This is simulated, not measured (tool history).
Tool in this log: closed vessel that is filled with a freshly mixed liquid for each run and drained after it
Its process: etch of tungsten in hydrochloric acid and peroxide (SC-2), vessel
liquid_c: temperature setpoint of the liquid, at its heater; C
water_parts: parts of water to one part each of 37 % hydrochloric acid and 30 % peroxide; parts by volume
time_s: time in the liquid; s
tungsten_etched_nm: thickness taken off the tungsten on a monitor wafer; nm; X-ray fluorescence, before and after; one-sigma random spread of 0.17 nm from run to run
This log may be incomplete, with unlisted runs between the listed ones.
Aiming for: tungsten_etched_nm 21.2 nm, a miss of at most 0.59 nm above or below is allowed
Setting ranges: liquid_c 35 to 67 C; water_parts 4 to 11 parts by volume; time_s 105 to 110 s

{"run": 1, "hour": 0.0, "liquid_c": 51, "water_parts": 6, "time_s": 105, "tungsten_etched_nm": 29.783}
{"run": 2, "hour": 1.0, "liquid_c": 45.5, "water_parts": 6, "time_s": 105, "tungsten_etched_nm": 20.202}
{"run": 3, "hour": 7.6, "liquid_c": 45.5, "water_parts": 6, "time_s": 105, "tungsten_etched_nm": 20.607}
{"run": 4, "hour": 11.9, "liquid_c": 45.5, "water_parts": 6, "time_s": 105, "tungsten_etched_nm": 20.686}
{"run": 5, "hour": 18.2, "liquid_c": 40, "water_parts": 6, "time_s": 105, "tungsten_etched_nm": 13.875}
{"run": 6, "hour": 21.8, "liquid_c": 42, "water_parts": 6, "time_s": 105, "tungsten_etched_nm": 16.039}
{"run": 7, "hour": 22.8, "liquid_c": 43.5, "water_parts": 6, "time_s": 105, "tungsten_etched_nm": 17.743}
{"run": 8, "hour": 27.5, "liquid_c": 44.5, "water_parts": 6, "time_s": 105, "tungsten_etched_nm": 19.196}
{"run": 9, "hour": 31.1, "liquid_c": 45, "water_parts": 6, "time_s": 105, "tungsten_etched_nm": 19.793}
{"run": 10, "hour": 31.8, "liquid_c": 45, "water_parts": 6, "time_s": 105, "tungsten_etched_nm": 19.545}
{"run": 11, "hour": 33.8, "liquid_c": 45.5, "water_parts": 6, "time_s": 105, "tungsten_etched_nm": 20.485}

Consider the 4 candidate settings below. Which is the only one whose results all fall within their allowed miss of target?
{"run": "A", "hour": 35.8, "liquid_c": 43, "water_parts": 4.5, "time_s": 110, "tungsten_etched_nm": "?"}
{"run": "B", "hour": 35.8, "liquid_c": 46.5, "water_parts": 7, "time_s": 105, "tungsten_etched_nm": "?"}
{"run": "C", "hour": 35.8, "liquid_c": 48, "water_parts": 8, "time_s": 105, "tungsten_etched_nm": "?"}
{"run": "D", "hour": 35.8, "liquid_c": 43, "water_parts": 4.5, "time_s": 105, "tungsten_etched_nm": "?"}

move=A tungsten_etched_nm=22.362
move=B tungsten_etched_nm=19.621
move=C tungsten_etched_nm=19.55
move=D tungsten_etched_nm=21.346
A: the result that was furthest off in the last run now lies on the other side of its target
B: misses by more than the last run did
C: misses by more than the last run did
D: all results in spec
The right move is D.

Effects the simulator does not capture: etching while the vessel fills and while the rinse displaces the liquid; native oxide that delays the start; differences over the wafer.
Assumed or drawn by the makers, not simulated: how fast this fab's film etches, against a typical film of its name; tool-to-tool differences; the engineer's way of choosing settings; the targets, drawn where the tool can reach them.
